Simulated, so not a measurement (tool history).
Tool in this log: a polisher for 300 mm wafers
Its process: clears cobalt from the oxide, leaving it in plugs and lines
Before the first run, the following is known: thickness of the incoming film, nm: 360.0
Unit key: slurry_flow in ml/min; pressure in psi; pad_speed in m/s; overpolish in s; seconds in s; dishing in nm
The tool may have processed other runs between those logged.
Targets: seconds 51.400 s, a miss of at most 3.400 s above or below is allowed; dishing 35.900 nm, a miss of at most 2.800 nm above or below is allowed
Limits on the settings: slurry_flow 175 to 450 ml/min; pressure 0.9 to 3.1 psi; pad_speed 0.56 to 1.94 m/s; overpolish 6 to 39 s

run 1 hour=0.0 | slurry_flow=290 pressure=2.0 pad_speed=1.24 overpolish=20 | seconds=80.224 dishing=59.848
run 2 hour=7.9 | slurry_flow=290 pressure=2.4 pad_speed=1.24 overpolish=20 | seconds=67.965 dishing=66.338
run 3 hour=13.3 | slurry_flow=290 pressure=2.4 pad_speed=1.50 overpolish=20 | seconds=55.136 dishing=68.814
run 4 hour=21.5 | slurry_flow=290 pressure=2.2 pad_speed=1.60 overpolish=17 | seconds=57.377 dishing=64.190
run 5 hour=25.3 | slurry_flow=290 pressure=2.4 pad_speed=1.60 overpolish=17 | seconds=52.658 dishing=68.474
run 6 hour=28.8 | slurry_flow=310 pressure=2.2 pad_speed=1.68 overpolish=14 | seconds=53.066 dishing=58.657
-- hour=33.2 worn pad replaced by a new one
run 7 hour=33.2 | slurry_flow=345 pressure=2.1 pad_speed=1.74 overpolish=12 | seconds=52.489 dishing=59.121
run 8 hour=39.7 | slurry_flow=305 pressure=2.0 pad_speed=1.78 overpolish=11 | seconds=53.401 dishing=55.186
run 9 hour=48.0 | slurry_flow=275 pressure=1.9 pad_speed=1.82 overpolish=10 | seconds=54.951 dishing=47.823
run 10 hour=51.0 | slurry_flow=250 pressure=1.9 pad_speed=1.84 overpolish=9 | seconds=55.915 dishing=46.570

Pick the move, out of 4, that brings all results within their allowed miss; only one does.
run A hour=54.0 | slurry_flow=255 pressure=2.0 pad_speed=1.90 overpolish=6 | seconds=? dishing=?
run B hour=54.0 | slurry_flow=300 pressure=1.9 pad_speed=1.66 overpolish=21 | seconds=? dishing=?
run C hour=54.0 | slurry_flow=200 pressure=1.7 pad_speed=1.94 overpolish=12 | seconds=? dishing=?
run D hour=54.0 | slurry_flow=250 pressure=1.7 pad_speed=1.94 overpolish=12 | seconds=? dishing=?

move=A seconds=52.093 dishing=36.054
move=B seconds=61.394 dishing=69.952
move=C seconds=61.768 dishing=51.936
move=D seconds=59.873 dishing=52.949
A: every result lands within tolerance
B: further off than the last run
C: further off than the last run
D: further off than the last run
Move A is the one to make.
